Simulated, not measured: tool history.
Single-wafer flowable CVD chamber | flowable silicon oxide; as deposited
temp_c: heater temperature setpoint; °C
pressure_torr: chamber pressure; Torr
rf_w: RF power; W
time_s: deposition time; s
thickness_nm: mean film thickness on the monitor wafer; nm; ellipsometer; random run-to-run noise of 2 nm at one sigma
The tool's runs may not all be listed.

run 1 hour=0 | temp_c=110 pressure_torr=0.763 rf_w=2190 time_s=715 | thickness_nm=273.45
run 2 hour=8 | temp_c=110 pressure_torr=0.763 rf_w=2190 time_s=715 | thickness_nm=270.3
run 3 hour=12.2 | temp_c=105 pressure_torr=0.764 rf_w=2190 time_s=715 | thickness_nm=324.77
run 4 hour=16.5 | temp_c=105 pressure_torr=0.764 rf_w=2190 time_s=715 | thickness_nm=324.51
run 5 hour=17.7 | temp_c=105 pressure_torr=0.764 rf_w=2320 time_s=715 | thickness_nm=326.38
-- hour=18.8 thermocouple changed; heater temperature recalibrated
run 6 hour=18.8 | temp_c=105 pressure_torr=0.764 rf_w=2320 time_s=715 | thickness_nm=368.29
run 7 hour=27.7 | temp_c=95 pressure_torr=0.765 rf_w=2320 time_s=715 | thickness_nm=525.78
run 8 hour=32.8 | temp_c=96 pressure_torr=0.765 rf_w=2320 time_s=715 | thickness_nm=506.35

Forecast run 9:
run 9 hour=42 | temp_c=98 pressure_torr=0.765 rf_w=2320 time_s=715 | thickness_nm=?

Run 9 yielded thickness_nm 471.14 nm.

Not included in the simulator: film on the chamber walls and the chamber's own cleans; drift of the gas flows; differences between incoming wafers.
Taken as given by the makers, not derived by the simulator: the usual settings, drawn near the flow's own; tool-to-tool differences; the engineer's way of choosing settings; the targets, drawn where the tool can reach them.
